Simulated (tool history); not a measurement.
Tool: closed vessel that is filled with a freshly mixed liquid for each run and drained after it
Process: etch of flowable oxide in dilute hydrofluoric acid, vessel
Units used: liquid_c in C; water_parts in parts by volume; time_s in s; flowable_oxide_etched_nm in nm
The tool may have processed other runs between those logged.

Run 1, hour 0: liquid_c 20 C, water_parts 190 parts by volume, time_s 30 s. Result: flowable_oxide_etched_nm 7.9632 nm.
Run 2, hour 8.3: liquid_c 21.5 C, water_parts 180 parts by volume, time_s 30 s. Result: flowable_oxide_etched_nm 8.8821 nm.
Run 3, hour 17.5: liquid_c 22.5 C, water_parts 170 parts by volume, time_s 30 s. Result: flowable_oxide_etched_nm 10.09 nm.
Run 4, hour 26.5: liquid_c 22.5 C, water_parts 130 parts by volume, time_s 30 s. Result: flowable_oxide_etched_nm 13.785 nm.
Run 5, hour 35.3: liquid_c 23 C, water_parts 130 parts by volume, time_s 30 s. Result: flowable_oxide_etched_nm 13.928 nm.
Run 6, hour 42.1: liquid_c 23 C, water_parts 130 parts by volume, time_s 30 s. Result: flowable_oxide_etched_nm 13.839 nm.
Run 7, hour 45.4: liquid_c 23 C, water_parts 130 parts by volume, time_s 30 s. Result: flowable_oxide_etched_nm 13.894 nm.
Run 8, hour 53.9: liquid_c 23.5 C, water_parts 130 parts by volume, time_s 30 s. Result: flowable_oxide_etched_nm 14.128 nm.
Run 9, hour 59.1: liquid_c 24 C, water_parts 130 parts by volume, time_s 30 s. Result: flowable_oxide_etched_nm 14.487 nm.

Run 10, settings as shown, results not yet in. Your forecast:
Run 10, hour 60.2: liquid_c 24.5 C, water_parts 130 parts by volume, time_s 30 s. Result: flowable_oxide_etched_nm ?.

{"run 10": {"flowable_oxide_etched_nm": 14.665}}

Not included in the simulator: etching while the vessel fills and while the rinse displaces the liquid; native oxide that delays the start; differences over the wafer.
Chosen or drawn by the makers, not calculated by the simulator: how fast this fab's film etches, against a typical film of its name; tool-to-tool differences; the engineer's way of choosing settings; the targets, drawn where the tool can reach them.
